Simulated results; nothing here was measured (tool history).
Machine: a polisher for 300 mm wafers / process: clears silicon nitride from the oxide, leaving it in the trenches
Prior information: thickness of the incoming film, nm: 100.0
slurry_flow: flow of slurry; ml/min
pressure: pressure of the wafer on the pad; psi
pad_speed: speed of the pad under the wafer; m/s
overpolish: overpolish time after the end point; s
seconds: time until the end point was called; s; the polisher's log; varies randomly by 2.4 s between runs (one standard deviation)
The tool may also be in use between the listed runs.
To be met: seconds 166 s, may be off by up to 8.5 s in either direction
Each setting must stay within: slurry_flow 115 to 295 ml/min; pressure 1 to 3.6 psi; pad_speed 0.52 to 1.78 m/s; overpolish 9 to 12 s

run	hour	slurry_flow	pressure	pad_speed	overpolish	seconds
1	0	190	2.3	1.14	12	112.13
2	2.6	225	2.3	1.14	12	113.12
3	4.6	225	2.3	1.14	12	110.06
4	7.3	225	2.2	1.14	12	113.56
5	8.6	225	2.6	1.14	12	97.186
6	16.1	225	2.6	1.14	9	99.033
7	16.6	225	2.4	1.14	9	103.28
8	18.5	225	2.2	1.14	9	115.09
9	22.1	225	2.1	1.14	9	122.2
10	30.7	225	2	1.14	9	128.45
11	31.3	225	1.9	1.14	9	131.52
12	38.6	225	1.8	1.14	9	138.03
13	42.1	225	1.7	1.14	9	151.49
14	44.1	225	1.6	1.14	9	156.48

Exactly one of the 4 candidate moves below puts every result within its allowed miss. Which one?
A	46.1	255	1.8	1.06	9	?
B	46.1	220	1.8	0.9	11	?
C	46.1	175	1.7	1.22	12	?
D	46.1	220	2	0.92	9	?

move	seconds
A	141.59
B	163.77
C	140.59
D	145.47
A: its largest miss is bigger than the last run's
B: all results land within tolerance of their targets
C: its largest miss is bigger than the last run's
D: its largest miss is bigger than the last run's
Answer: B
